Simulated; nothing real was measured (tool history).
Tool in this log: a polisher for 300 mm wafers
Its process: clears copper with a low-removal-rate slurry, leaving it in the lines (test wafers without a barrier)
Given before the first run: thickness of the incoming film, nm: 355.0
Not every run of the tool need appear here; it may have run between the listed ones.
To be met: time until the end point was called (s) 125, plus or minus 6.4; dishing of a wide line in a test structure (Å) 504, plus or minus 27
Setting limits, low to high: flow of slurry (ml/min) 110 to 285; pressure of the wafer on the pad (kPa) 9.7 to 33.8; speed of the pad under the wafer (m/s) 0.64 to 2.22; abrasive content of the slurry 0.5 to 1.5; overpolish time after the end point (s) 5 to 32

run  hour  flow of slurry (ml/min)  pressure of the wafer on the pad (kPa)  speed of the pad under the wafer (m/s)  abrasive content of the slurry  overpolish time after the end point (s)  time until the end point was called (s)  dishing of a wide line in a test structure (Å)
  1     0                      180                                    21.4                                    1.42                               1                                       16                                       85                                          446.25
  2   3.4                      180                                    19.3                                     1.4                               1                                       18                                   98.328                                          449.07
  3    11                      180                                    19.3                                     1.2                               1                                       18                                    109.4                                          405.62
  4    17                      180                                    19.3                                    0.84                               1                                       18                                   145.29                                          326.94
  5  22.9                      180                                    22.8                                    0.84                               1                                       18                                   122.84                                          394.18
  6  25.6                      180                                    22.8                                    0.84                             0.9                                       18                                   124.25                                          373.38
  7  29.3                      180                                    22.8                                    0.82                            0.95                                       19                                   128.68                                          402.86
  8  31.6                      180                                    22.8                                    0.82                            0.95                                       20                                   128.29                                          409.03
  9  38.8                      180                                    22.8                                    0.82                            0.95                                       20                                   125.06                                           414.8
 10  47.2                      180                                    22.8                                    0.82                               1                                       21                                   124.59                                          434.77
 11  49.4                      180                                    22.8                                    0.82                               1                                       22                                   124.75                                           448.6
 12  53.7                      180                                    22.8                                    0.82                               1                                       23                                   127.03                                          460.61
 13  55.8                      180                                    22.8                                    0.82                               1                                       24                                    128.2                                          472.94

5 candidate next runs follow, results not yet known. Just one meets every target within its allowed miss. Identify it.
  A  57.9                      165                                    27.6                                    0.64                            1.05                                       21                                        ?                                               ?
  B  57.9                      180                                    24.1                                    0.64                               1                                       29                                        ?                                               ?
  C  57.9                      270                                    20.7                                    0.82                            1.05                                       24                                        ?                                               ?
  D  57.9                      190                                    22.1                                    0.88                               1                                       25                                        ?                                               ?
  E  57.9                      170                                      20                                    0.88                             0.8                                       27                                        ?                                               ?

move  time until the end point was called (s)  dishing of a wide line in a test structure (Å)
   A                                    123.9                                          440.81
   B                                   141.04                                          508.66
   C                                   130.55                                          460.17
   D                                   121.58                                          504.59
   E                                   141.13                                          473.15
A: further off than the last run
B: puts the biggest miss on target and leaves a different result outside tolerance
C: further off than the last run
D: every result lands within tolerance
E: further off than the last run
Go with D: it meets all targets.
